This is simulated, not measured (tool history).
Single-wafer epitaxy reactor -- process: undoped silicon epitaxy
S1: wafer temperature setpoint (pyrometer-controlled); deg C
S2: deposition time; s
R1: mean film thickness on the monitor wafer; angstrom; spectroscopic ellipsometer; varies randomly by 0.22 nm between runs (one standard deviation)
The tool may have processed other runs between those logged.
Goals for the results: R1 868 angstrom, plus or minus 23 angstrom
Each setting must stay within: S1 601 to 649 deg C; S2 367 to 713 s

{"run": 1, "hour": 0.0, "S1": 625, "S2": 540, "R1": 494.26}
{"run": 2, "hour": 1.6, "S1": 629, "S2": 542, "R1": 550.35}
{"run": 3, "hour": 2.7, "S1": 639, "S2": 542, "R1": 704.3}
{"run": 4, "hour": 8.4, "S1": 640, "S2": 542, "R1": 720.74}
{"run": 5, "hour": 13.7, "S1": 640, "S2": 482, "R1": 645.7}
{"run": 6, "hour": 18.4, "S1": 633, "S2": 482, "R1": 538.77}
{"run": 7, "hour": 20.4, "S1": 636, "S2": 489, "R1": 591.71}
{"run": 8, "hour": 28.6, "S1": 638, "S2": 495, "R1": 630.7}
{"run": 9, "hour": 37.5, "S1": 638, "S2": 495, "R1": 628.91}
{"run": 10, "hour": 41.7, "S1": 649, "S2": 540, "R1": 899.6}

Consider the 5 candidate settings below. Which is the only one whose results all fall within their allowed miss of target?
{"run": "A", "hour": 45.9, "S1": 649, "S2": 516, "R1": "?"}
{"run": "B", "hour": 45.9, "S1": 648, "S2": 576, "R1": "?"}
{"run": "C", "hour": 45.9, "S1": 647, "S2": 586, "R1": "?"}
{"run": "D", "hour": 45.9, "S1": 649, "S2": 545, "R1": "?"}
{"run": "E", "hour": 45.9, "S1": 646, "S2": 628, "R1": "?"}

move=A R1=854.82
move=B R1=931.35
move=C R1=924.75
move=D R1=902.86
move=E R1=967.17
A: each result inside its tolerance
B: the biggest miss grows against the last run
C: the biggest miss grows against the last run
D: the biggest miss grows against the last run
E: the biggest miss grows against the last run
So the answer is move A, the one that meets all the targets.
